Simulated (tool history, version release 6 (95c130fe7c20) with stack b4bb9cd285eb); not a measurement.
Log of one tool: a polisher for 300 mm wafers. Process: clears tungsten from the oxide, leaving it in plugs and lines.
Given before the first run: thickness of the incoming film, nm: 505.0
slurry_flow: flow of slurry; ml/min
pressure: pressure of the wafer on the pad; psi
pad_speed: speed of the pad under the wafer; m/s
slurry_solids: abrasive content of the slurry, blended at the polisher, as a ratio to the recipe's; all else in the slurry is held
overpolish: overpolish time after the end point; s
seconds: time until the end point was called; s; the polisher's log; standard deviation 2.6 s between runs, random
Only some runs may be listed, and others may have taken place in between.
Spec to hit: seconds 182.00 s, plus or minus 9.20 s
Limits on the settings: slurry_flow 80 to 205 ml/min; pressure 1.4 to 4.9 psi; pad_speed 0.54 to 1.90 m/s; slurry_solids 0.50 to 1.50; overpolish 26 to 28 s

{"run": 1, "hour": 0.0, "slurry_flow": 135, "pressure": 3.1, "pad_speed": 1.22, "slurry_solids": 1.0, "overpolish": 26, "seconds": 112.97}
{"run": 2, "hour": 7.8, "slurry_flow": 135, "pressure": 2.9, "pad_speed": 1.22, "slurry_solids": 1.0, "overpolish": 26, "seconds": 118.35}
{"run": 3, "hour": 9.2, "slurry_flow": 135, "pressure": 2.7, "pad_speed": 1.22, "slurry_solids": 1.0, "overpolish": 26, "seconds": 126.12}
{"run": 4, "hour": 10.6, "slurry_flow": 135, "pressure": 2.6, "pad_speed": 1.22, "slurry_solids": 1.0, "overpolish": 26, "seconds": 132.97}
{"run": 5, "hour": 13.0, "slurry_flow": 135, "pressure": 2.6, "pad_speed": 1.22, "slurry_solids": 1.0, "overpolish": 28, "seconds": 131.37}
{"run": 6, "hour": 16.4, "slurry_flow": 135, "pressure": 2.6, "pad_speed": 1.22, "slurry_solids": 1.1, "overpolish": 28, "seconds": 130.11}
{"run": 7, "hour": 17.8, "slurry_flow": 135, "pressure": 2.5, "pad_speed": 1.22, "slurry_solids": 1.1, "overpolish": 28, "seconds": 131.63}
{"run": 8, "hour": 21.2, "slurry_flow": 135, "pressure": 2.4, "pad_speed": 1.22, "slurry_solids": 1.1, "overpolish": 28, "seconds": 136.33}

Which one of the following 4 next-run settings gets every result inside its allowed miss? There is exactly one.
{"run": "A", "hour": 24.6, "slurry_flow": 110, "pressure": 2.5, "pad_speed": 0.88, "slurry_solids": 0.9, "overpolish": 26, "seconds": "?"}
{"run": "B", "hour": 24.6, "slurry_flow": 135, "pressure": 1.9, "pad_speed": 1.02, "slurry_solids": 1.1, "overpolish": 26, "seconds": "?"}
{"run": "C", "hour": 24.6, "slurry_flow": 130, "pressure": 2.0, "pad_speed": 0.92, "slurry_solids": 1.15, "overpolish": 26, "seconds": "?"}
{"run": "D", "hour": 24.6, "slurry_flow": 110, "pressure": 2.5, "pad_speed": 0.96, "slurry_solids": 0.9, "overpolish": 27, "seconds": "?"}

move=A seconds=203.03
move=B seconds=205.90
move=C seconds=215.51
move=D seconds=186.75
A: takes the biggest miss from the last run beyond its target
B: takes the biggest miss from the last run beyond its target
C: takes the biggest miss from the last run beyond its target
D: every result lands within tolerance
The move that meets every target is D.
